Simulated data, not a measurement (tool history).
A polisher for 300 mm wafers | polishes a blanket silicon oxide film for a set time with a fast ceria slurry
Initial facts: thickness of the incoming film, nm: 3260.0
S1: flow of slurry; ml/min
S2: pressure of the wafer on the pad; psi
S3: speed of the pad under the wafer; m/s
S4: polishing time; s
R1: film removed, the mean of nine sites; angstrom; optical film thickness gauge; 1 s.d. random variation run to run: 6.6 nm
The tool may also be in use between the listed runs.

run    day   S1   S2    S3  S4      R1
  1  0.000  280  2.8  1.20  35  6123.3
  2  0.367  280  3.0  1.20  35  6648.0
  3  0.479  280  3.1  1.20  35  6729.9
  4  0.854  280  3.3  1.20  35  7194.1
  5  0.950  280  2.7  1.20  35  5857.0
  6  1.029  225  2.7  1.20  35  5828.2
  7  1.083  225  3.0  1.20  35  6432.9
  8  1.283  225  3.2  1.20  35  6945.3

Predict the results of run 9:
     1.350  -- worn pad replaced by a new one
  9  1.350  225  3.3  1.20  35   ?

{"run 9": {"R1": 7737.0}}
